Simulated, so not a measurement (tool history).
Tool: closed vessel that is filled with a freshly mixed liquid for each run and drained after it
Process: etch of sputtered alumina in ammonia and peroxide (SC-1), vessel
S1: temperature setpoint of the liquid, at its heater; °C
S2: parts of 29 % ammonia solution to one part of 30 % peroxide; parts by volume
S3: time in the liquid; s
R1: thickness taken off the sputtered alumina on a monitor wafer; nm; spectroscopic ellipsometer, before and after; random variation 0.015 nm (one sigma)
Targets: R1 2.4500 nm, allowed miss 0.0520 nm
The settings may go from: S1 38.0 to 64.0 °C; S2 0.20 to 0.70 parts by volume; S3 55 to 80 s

run,day,S1,S2,S3,R1
1,0.000,48.0,0.40,80,3.8006
2,0.133,46.5,0.40,80,3.5136
3,0.271,46.5,0.40,80,3.4335
4,0.454,46.5,0.30,80,3.3497
5,0.783,45.5,0.30,80,3.1539
6,1.108,45.5,0.30,55,2.2012
7,1.196,46.5,0.30,55,2.3188
8,1.492,47.0,0.30,55,2.3799

Which of these 4 next moves meets every target?
A,1.788,43.0,0.20,70,?
B,1.788,46.5,0.30,55,?
C,1.788,42.0,0.35,75,?
D,1.788,46.0,0.35,55,?

move,R1
A,2.3215
B,2.3218
C,2.4747
D,2.2898
A: further off than the last run
B: further off than the last run
C: meets every target
D: further off than the last run
The right move is C.
